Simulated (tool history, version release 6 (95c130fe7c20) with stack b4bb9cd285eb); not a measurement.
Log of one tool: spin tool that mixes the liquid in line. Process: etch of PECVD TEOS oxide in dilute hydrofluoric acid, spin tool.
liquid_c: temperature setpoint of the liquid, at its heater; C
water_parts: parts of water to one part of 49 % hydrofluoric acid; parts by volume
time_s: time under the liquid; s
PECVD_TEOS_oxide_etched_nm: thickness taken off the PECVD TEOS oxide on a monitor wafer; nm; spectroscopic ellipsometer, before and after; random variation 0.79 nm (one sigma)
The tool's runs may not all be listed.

run    day  liquid_c  water_parts  time_s  PECVD_TEOS_oxide_etched_nm
  1  0.000      22.0           60     220                      49.892
  2  0.054      22.0           40     220                      76.162
  3  0.400      19.0           40     220                      67.771
  4  0.508      22.0           35     220                      88.305
  5  0.775      24.5           35     220                      97.059
  6  1.071      27.0           35     220                     108.610
  7  1.208      28.0           35     220                     113.330
  8  1.521      28.5           35     220                     114.520
  9  1.854      29.0           35     220                     117.100

Forecast run 10:
 10  2.079      29.5           35     220                           ?

{"run 10": {"PECVD_TEOS_oxide_etched_nm": 119.37}}

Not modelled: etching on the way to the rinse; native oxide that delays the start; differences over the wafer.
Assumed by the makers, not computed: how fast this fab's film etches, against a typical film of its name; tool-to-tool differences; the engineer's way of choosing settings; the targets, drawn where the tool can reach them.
